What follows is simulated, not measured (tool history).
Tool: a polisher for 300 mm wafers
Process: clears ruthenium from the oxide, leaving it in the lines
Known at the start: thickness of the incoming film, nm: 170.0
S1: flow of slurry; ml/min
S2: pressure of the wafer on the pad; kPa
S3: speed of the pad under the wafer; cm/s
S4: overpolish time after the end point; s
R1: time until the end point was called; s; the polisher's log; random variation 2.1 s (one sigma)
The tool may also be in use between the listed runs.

run	hour	S1	S2	S3	S4	R1
1	0.0	300	13.8	98	8	176.92
2	6.2	300	14.5	100	8	167.90
3	8.5	300	15.2	102	8	160.01
4	12.1	300	15.2	86	8	191.21
5	18.6	300	16.5	90	8	174.01
6	22.3	300	17.2	94	8	159.43
7	31.0	300	17.9	96	8	152.25
8	32.9	300	18.6	98	8	141.66

Run 9 comes next. What will it give?
9	34.3	300	19.3	100	8	?

Run 9 gave R1 132.30 s.

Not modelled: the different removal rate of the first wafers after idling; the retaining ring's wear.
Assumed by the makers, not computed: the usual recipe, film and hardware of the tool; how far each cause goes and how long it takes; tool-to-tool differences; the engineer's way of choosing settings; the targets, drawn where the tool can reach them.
